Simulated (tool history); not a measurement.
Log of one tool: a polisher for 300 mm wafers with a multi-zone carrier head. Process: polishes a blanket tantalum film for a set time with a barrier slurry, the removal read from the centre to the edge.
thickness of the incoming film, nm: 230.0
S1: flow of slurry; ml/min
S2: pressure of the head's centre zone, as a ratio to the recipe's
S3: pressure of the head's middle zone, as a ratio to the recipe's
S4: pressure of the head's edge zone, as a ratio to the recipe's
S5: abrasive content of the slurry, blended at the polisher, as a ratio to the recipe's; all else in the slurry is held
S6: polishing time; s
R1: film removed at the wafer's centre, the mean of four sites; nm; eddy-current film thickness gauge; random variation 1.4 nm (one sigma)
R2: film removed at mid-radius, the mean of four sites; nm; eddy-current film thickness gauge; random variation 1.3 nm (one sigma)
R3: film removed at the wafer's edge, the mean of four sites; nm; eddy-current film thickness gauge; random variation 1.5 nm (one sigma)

run  hour   S1    S2    S3    S4   S5  S6      R1      R2      R3
  1     0  260     1     1     1    1  76  75.221  76.866   75.53
  2   0.9  260     1     1  0.96    1  76  73.251  74.752  75.547
  3   5.4  260  1.07     1  0.96    1  76  80.979  77.668   74.87
  4  11.1  260  1.06  0.99  0.97  1.1  79  86.498   80.99  79.545
  5  13.9  260  1.06  0.99  0.97  1.1  94  101.47  98.279  96.009
  6    22  260  1.06  0.99  0.97  0.9  94  97.053  90.345  90.153

Run 7 comes next. What will it give?
  7  23.7  260  1.05  0.98  0.98  0.95  95   ?   ?   ?

{"run 7": {"R1": 95.585, "R2": 92.477, "R3": 92.668}}
